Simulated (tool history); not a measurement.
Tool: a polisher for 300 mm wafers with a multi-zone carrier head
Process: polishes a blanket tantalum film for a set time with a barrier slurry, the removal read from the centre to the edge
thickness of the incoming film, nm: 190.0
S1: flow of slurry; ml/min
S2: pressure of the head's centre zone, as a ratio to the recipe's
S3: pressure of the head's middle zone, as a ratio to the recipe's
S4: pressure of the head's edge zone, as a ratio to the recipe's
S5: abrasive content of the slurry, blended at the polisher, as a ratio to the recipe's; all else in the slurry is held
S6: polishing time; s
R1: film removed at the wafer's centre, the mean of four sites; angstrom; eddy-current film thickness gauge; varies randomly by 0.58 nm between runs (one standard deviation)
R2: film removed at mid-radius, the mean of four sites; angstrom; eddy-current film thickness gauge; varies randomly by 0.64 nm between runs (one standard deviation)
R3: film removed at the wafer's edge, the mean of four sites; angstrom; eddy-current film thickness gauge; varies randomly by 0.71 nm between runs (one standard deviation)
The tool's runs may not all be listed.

{"run": 1, "day": 0.0, "S1": 200, "S2": 1.0, "S3": 1.0, "S4": 1.0, "S5": 1.0, "S6": 28, "R1": 788.84, "R2": 700.83, "R3": 719.87}
{"run": 2, "day": 0.221, "S1": 240, "S2": 1.0, "S3": 1.0, "S4": 1.0, "S5": 1.0, "S6": 28, "R1": 813.71, "R2": 723.69, "R3": 724.17}
{"run": 3, "day": 0.358, "S1": 240, "S2": 1.0, "S3": 1.05, "S4": 1.0, "S5": 1.0, "S6": 28, "R1": 804.33, "R2": 752.24, "R3": 729.73}
{"run": 4, "day": 0.525, "S1": 230, "S2": 0.99, "S3": 0.99, "S4": 0.98, "S5": 0.85, "S6": 28, "R1": 769.15, "R2": 704.08, "R3": 698.37}
{"run": 5, "day": 0.608, "S1": 250, "S2": 0.99, "S3": 0.99, "S4": 0.98, "S5": 0.85, "S6": 28, "R1": 776.12, "R2": 712.39, "R3": 715.57}
{"run": 6, "day": 0.796, "S1": 250, "S2": 0.99, "S3": 0.99, "S4": 0.93, "S5": 0.85, "S6": 28, "R1": 784.26, "R2": 689.21, "R3": 686.61}
{"day": 1.062, "done": "centre zone pressure recalibrated"}
{"run": 7, "day": 1.062, "S1": 235, "S2": 0.98, "S3": 0.94, "S4": 0.9, "S5": 0.75, "S6": 27, "R1": 665.52, "R2": 629.1, "R3": 642.85}
{"run": 8, "day": 1.142, "S1": 235, "S2": 1.02, "S3": 0.91, "S4": 0.89, "S5": 0.7, "S6": 26, "R1": 642.21, "R2": 573.17, "R3": 596.2}

What does the tool deliver on the next run?
{"run": 9, "day": 1.175, "S1": 235, "S2": 1.04, "S3": 0.88, "S4": 0.88, "S5": 0.7, "S6": 26, "R1": "?", "R2": "?", "R3": "?"}

R1: 663.66 angstrom
R2: 558.26 angstrom
R3: 597.43 angstrom

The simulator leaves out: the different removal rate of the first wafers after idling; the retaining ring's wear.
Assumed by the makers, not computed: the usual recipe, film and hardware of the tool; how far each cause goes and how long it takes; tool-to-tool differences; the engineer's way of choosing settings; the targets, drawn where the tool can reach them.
